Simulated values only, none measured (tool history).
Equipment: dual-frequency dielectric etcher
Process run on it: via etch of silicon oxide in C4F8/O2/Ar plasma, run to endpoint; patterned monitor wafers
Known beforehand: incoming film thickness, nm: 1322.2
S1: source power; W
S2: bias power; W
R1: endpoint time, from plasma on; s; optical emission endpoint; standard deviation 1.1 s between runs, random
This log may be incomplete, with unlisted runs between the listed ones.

run 1 hour=0.0 | S1=2210 S2=1576 | R1=250.39
run 2 hour=1.8 | S1=2210 S2=1736 | R1=242.50
run 3 hour=6.5 | S1=2210 S2=1612 | R1=243.93
run 4 hour=15.2 | S1=2460 S2=1686 | R1=226.71
run 5 hour=19.4 | S1=2460 S2=1560 | R1=231.28
run 6 hour=28.3 | S1=2070 S2=1560 | R1=257.84

Run 7 has not been measured yet. What should we expect?
run 7 hour=30.3 | S1=2320 S2=1588 | R1=?

R1: 239.99 s
